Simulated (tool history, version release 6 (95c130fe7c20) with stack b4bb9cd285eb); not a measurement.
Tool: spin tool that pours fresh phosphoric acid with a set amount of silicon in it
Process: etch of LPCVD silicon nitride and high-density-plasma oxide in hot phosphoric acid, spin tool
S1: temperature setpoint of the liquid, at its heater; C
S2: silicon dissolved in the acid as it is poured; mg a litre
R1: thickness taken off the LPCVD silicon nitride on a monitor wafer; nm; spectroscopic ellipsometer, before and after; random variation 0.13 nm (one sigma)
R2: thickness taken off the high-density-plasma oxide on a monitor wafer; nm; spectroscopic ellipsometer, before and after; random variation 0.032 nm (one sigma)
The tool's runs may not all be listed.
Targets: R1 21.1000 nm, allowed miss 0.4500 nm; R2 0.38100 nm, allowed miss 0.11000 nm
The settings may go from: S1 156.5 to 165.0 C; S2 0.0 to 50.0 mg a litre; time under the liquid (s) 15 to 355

run 1 day=0.000 | S1=160.0 S2=28.0 time_under_the_liquid_(s)=180 | R1=15.6030 R2=0.29485
run 2 day=0.188 | S1=160.0 S2=28.0 time_under_the_liquid_(s)=130 | R1=11.0600 R2=0.19276
run 3 day=0.529 | S1=159.0 S2=28.0 time_under_the_liquid_(s)=130 | R1=10.7820 R2=0.14883
run 4 day=0.725 | S1=157.5 S2=28.0 time_under_the_liquid_(s)=130 | R1=10.2010 R2=0.16315
run 5 day=0.892 | S1=156.5 S2=28.0 time_under_the_liquid_(s)=130 | R1=9.8864 R2=0.15010
run 6 day=1.212 | S1=156.5 S2=15.0 time_under_the_liquid_(s)=130 | R1=9.8388 R2=0.21506
run 7 day=1.479 | S1=157.5 S2=18.0 time_under_the_liquid_(s)=145 | R1=11.4790 R2=0.22460
-- day=1.512 thermometer replaced
run 8 day=1.512 | S1=157.5 S2=18.0 time_under_the_liquid_(s)=145 | R1=12.0850 R2=0.27042
run 9 day=1.779 | S1=158.5 S2=20.5 time_under_the_liquid_(s)=155 | R1=13.2600 R2=0.31669

Which of these 4 next moves meets every target?
run A day=2.046 | S1=158.0 S2=39.0 time_under_the_liquid_(s)=235 | R1=? R2=?
run B day=2.046 | S1=156.5 S2=23.5 time_under_the_liquid_(s)=250 | R1=? R2=?
run C day=2.046 | S1=157.0 S2=39.5 time_under_the_liquid_(s)=245 | R1=? R2=?
run D day=2.046 | S1=157.5 S2=25.5 time_under_the_liquid_(s)=255 | R1=? R2=?

move=A R1=19.5990 R2=0.18986
move=B R1=19.8130 R2=0.35530
move=C R1=19.7510 R2=0.17790
move=D R1=20.9100 R2=0.36588
A: nearer than the last run, and not there yet
B: nearer than the last run, and not there yet
C: nearer than the last run, and not there yet
D: meets every target
Answer: D
